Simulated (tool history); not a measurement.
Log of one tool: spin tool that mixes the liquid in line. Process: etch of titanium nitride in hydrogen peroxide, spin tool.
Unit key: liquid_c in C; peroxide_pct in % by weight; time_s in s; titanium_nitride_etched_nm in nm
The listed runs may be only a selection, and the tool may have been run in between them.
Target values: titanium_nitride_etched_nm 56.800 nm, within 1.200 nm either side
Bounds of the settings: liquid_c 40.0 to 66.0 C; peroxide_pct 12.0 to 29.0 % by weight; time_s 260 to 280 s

run 1 hour=0.0 | liquid_c=56.0 peroxide_pct=19.5 time_s=260 | titanium_nitride_etched_nm=31.421
run 2 hour=5.3 | liquid_c=58.0 peroxide_pct=19.5 time_s=260 | titanium_nitride_etched_nm=36.217
run 3 hour=6.3 | liquid_c=58.0 peroxide_pct=19.5 time_s=260 | titanium_nitride_etched_nm=36.160
run 4 hour=10.2 | liquid_c=58.0 peroxide_pct=19.5 time_s=260 | titanium_nitride_etched_nm=35.900
run 5 hour=18.4 | liquid_c=59.5 peroxide_pct=19.5 time_s=260 | titanium_nitride_etched_nm=39.974
run 6 hour=23.9 | liquid_c=60.5 peroxide_pct=19.5 time_s=260 | titanium_nitride_etched_nm=42.308
run 7 hour=32.6 | liquid_c=61.5 peroxide_pct=19.5 time_s=260 | titanium_nitride_etched_nm=45.782
run 8 hour=41.0 | liquid_c=62.5 peroxide_pct=19.5 time_s=260 | titanium_nitride_etched_nm=48.952
run 9 hour=42.3 | liquid_c=63.0 peroxide_pct=19.5 time_s=260 | titanium_nitride_etched_nm=50.796
run 10 hour=50.4 | liquid_c=63.5 peroxide_pct=19.5 time_s=260 | titanium_nitride_etched_nm=52.264
run 11 hour=56.6 | liquid_c=64.0 peroxide_pct=19.5 time_s=260 | titanium_nitride_etched_nm=54.126

Below are 4 possible settings for the next run. Only one of them brings all results inside the allowed miss of their targets. Which is it?
run A hour=62.8 | liquid_c=64.5 peroxide_pct=18.0 time_s=280 | titanium_nitride_etched_nm=?
run B hour=62.8 | liquid_c=64.0 peroxide_pct=20.0 time_s=280 | titanium_nitride_etched_nm=?
run C hour=62.8 | liquid_c=65.0 peroxide_pct=17.0 time_s=280 | titanium_nitride_etched_nm=?
run D hour=62.8 | liquid_c=65.0 peroxide_pct=18.0 time_s=260 | titanium_nitride_etched_nm=?

move=A titanium_nitride_etched_nm=59.051
move=B titanium_nitride_etched_nm=58.426
move=C titanium_nitride_etched_nm=60.297
move=D titanium_nitride_etched_nm=56.674
A: pushes the last run's worst result past its target
B: pushes the last run's worst result past its target
C: pushes the last run's worst result past its target
D: each result inside its tolerance
The move that meets every target is D.

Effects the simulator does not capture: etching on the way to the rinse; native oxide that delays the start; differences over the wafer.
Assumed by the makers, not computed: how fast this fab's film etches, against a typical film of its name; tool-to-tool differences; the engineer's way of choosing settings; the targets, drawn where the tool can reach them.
